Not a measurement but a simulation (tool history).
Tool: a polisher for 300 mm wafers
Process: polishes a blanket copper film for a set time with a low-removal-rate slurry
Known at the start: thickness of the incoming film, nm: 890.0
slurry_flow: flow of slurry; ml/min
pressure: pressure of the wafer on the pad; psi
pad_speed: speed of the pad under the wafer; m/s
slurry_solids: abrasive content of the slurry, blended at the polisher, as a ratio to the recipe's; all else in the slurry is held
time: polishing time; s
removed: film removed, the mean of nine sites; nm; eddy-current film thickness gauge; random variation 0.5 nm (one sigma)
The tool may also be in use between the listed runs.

run    day  slurry_flow  pressure  pad_speed  slurry_solids  time  removed
  1      0          305       2.6       0.88              1    44   85.213
  2  0.292          305       2.5       0.88              1    44   82.749
  3  0.475          305       3.1       0.88              1    44   98.338
  4  0.662          305       3.1       1.02              1    44   113.25
  5  1.021          305       3.1       0.88              1    44   97.546
  6  1.158          305       3.1       0.88           0.85    44   93.709

Run 7 comes next. What will it give?
  7  1.312          305       2.9       0.88           0.85    44        ?

{"run 7": {"removed": 88.892}}
